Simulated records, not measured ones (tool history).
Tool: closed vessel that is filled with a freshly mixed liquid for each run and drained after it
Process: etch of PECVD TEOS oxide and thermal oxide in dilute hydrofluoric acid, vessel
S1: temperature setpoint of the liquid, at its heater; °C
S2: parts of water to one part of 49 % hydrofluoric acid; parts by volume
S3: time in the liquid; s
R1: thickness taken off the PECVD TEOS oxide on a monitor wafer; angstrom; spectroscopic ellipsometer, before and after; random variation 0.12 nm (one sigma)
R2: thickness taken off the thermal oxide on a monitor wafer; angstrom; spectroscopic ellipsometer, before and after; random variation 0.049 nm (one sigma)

run    day    S1   S2   S3      R1      R2
  1      0    24  235  310  210.01  55.654
  2  0.196    25  235  310  217.98  58.248
  3  0.279  25.5  235  310  221.76  58.802
  4  0.346    26  235  310  225.87   60.38
  5  0.646    26  235  225  163.02  43.416
  6  0.825    27  230  225  174.12  46.702
  7  1.142  27.5  225  225  181.25  48.898
  8  1.388    28  220  225  192.71    50.8
  9  1.496    31  180  230  276.46  73.207
 10  1.788    31  180  230  278.07  73.654

Run 11 comes next. What will it give?
 11  1.988  31  180  230   ?   ?

R1: 277.85 angstrom
R2: 74.465 angstrom
